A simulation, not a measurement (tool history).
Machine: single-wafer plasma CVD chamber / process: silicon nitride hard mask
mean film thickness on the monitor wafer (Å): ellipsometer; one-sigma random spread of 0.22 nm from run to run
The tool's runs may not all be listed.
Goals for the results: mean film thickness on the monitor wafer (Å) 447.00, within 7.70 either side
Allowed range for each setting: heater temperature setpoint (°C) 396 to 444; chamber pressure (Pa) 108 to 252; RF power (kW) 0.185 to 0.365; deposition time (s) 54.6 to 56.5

run	day	heater temperature setpoint (°C)	chamber pressure (Pa)	RF power (kW)	deposition time (s)	mean film thickness on the monitor wafer (Å)
1	0.000	420	180	0.275	54.6	591.63
2	0.146	420	180	0.275	56.5	614.14
3	0.483	431	180	0.275	56.5	615.63
4	0.758	431	180	0.255	56.5	569.52
5	1.100	431	180	0.280	56.5	620.73
6	1.200	431	161	0.260	56.4	571.77
7	1.517	431	152	0.240	56.3	521.54
8	1.892	431	141	0.230	56.2	494.99
9	2.200	431	133	0.225	56.2	479.20
10	2.512	431	127	0.220	56.2	464.17
11	2.821	431	121	0.220	56.2	456.02

Consider the 5 candidate settings below. Which is the only one whose results all fall within their allowed miss of target?
A	3.129	420	125	0.215	55.1	?
B	3.129	439	129	0.235	54.6	?
C	3.129	425	109	0.225	56.5	?
D	3.129	436	128	0.235	54.6	?
E	3.129	429	132	0.220	56.5	?

move	mean film thickness on the monitor wafer (Å)
A	443.87
B	479.85
C	464.88
D	479.57
E	468.44
A: hits every target within its allowed miss
B: lands further from the targets than the last run did
C: lands further from the targets than the last run did
D: lands further from the targets than the last run did
E: lands further from the targets than the last run did
Answer: A

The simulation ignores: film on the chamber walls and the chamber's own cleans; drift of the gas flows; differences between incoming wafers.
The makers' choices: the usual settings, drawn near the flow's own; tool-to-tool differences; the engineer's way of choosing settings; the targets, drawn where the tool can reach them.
